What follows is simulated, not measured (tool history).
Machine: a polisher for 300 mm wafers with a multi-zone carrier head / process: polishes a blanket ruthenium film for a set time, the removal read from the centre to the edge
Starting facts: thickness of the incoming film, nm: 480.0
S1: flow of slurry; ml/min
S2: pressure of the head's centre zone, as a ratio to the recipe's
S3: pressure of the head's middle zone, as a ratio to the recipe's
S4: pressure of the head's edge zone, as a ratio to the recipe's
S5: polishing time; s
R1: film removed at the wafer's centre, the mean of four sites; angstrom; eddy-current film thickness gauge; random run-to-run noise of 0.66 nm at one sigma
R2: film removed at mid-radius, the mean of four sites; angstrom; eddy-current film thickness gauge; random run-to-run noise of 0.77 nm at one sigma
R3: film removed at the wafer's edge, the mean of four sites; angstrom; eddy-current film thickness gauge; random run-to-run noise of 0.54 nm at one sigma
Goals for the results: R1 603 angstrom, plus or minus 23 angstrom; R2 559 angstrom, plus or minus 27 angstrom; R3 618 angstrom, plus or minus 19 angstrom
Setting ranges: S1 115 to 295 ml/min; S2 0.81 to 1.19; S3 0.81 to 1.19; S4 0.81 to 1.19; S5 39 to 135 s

{"run": 1, "hour": 0.0, "S1": 190, "S2": 1, "S3": 1, "S4": 1, "S5": 87, "R1": 472.06, "R2": 513.01, "R3": 508.32}
{"run": 2, "hour": 1.5, "S1": 160, "S2": 1, "S3": 1, "S4": 1, "S5": 87, "R1": 457.8, "R2": 484.06, "R3": 501.65}
{"run": 3, "hour": 3.9, "S1": 160, "S2": 1, "S3": 0.96, "S4": 1, "S5": 87, "R1": 449.23, "R2": 479.81, "R3": 506.38}
{"run": 4, "hour": 7.0, "S1": 180, "S2": 1.05, "S3": 0.95, "S4": 1.06, "S5": 89, "R1": 509.18, "R2": 501.39, "R3": 551.42}
{"run": 5, "hour": 9.8, "S1": 200, "S2": 1.07, "S3": 0.95, "S4": 1.09, "S5": 89, "R1": 523.61, "R2": 508.37, "R3": 557.57}
{"run": 6, "hour": 13.5, "S1": 200, "S2": 1.07, "S3": 0.95, "S4": 1.14, "S5": 89, "R1": 523.58, "R2": 520.62, "R3": 573.35}
{"run": 7, "hour": 21.0, "S1": 210, "S2": 1.09, "S3": 0.95, "S4": 1.16, "S5": 90, "R1": 547.86, "R2": 525.78, "R3": 575.32}
{"run": 8, "hour": 26.4, "S1": 215, "S2": 1.1, "S3": 0.95, "S4": 1.17, "S5": 92, "R1": 557.38, "R2": 525.24, "R3": 594.21}
{"run": 9, "hour": 32.5, "S1": 220, "S2": 1.11, "S3": 0.96, "S4": 1.17, "S5": 93, "R1": 580.71, "R2": 538.87, "R3": 616}
{"run": 10, "hour": 36.4, "S1": 225, "S2": 1.12, "S3": 0.98, "S4": 1.15, "S5": 93, "R1": 579.18, "R2": 557.51, "R3": 599.56}

Which single option among these 5 for the next run brings every result within its allowed miss of target? Just one does.
{"run": "A", "hour": 40.3, "S1": 250, "S2": 1.11, "S3": 0.92, "S4": 1.1, "S5": 97, "R1": "?", "R2": "?", "R3": "?"}
{"run": "B", "hour": 40.3, "S1": 230, "S2": 1.15, "S3": 1.05, "S4": 1.11, "S5": 91, "R1": "?", "R2": "?", "R3": "?"}
{"run": "C", "hour": 40.3, "S1": 180, "S2": 1, "S3": 0.87, "S4": 1.12, "S5": 104, "R1": "?", "R2": "?", "R3": "?"}
{"run": "D", "hour": 40.3, "S1": 240, "S2": 1.07, "S3": 0.99, "S4": 1.19, "S5": 93, "R1": "?", "R2": "?", "R3": "?"}
{"run": "E", "hour": 40.3, "S1": 265, "S2": 1.16, "S3": 0.98, "S4": 1.15, "S5": 89, "R1": "?", "R2": "?", "R3": "?"}

move=A R1=599.49 R2=546.9 R3=616.97
move=B R1=576.5 R2=550.94 R3=576.09
move=C R1=547.6 R2=540.61 R3=644.29
move=D R1=550.84 R2=545.74 R3=613.22
move=E R1=579.76 R2=525.01 R3=581.76
A: all results land within tolerance of their targets
B: moves away from the targets compared with the last run
C: moves away from the targets compared with the last run
D: moves away from the targets compared with the last run
E: moves away from the targets compared with the last run
Go with A: it meets all targets.
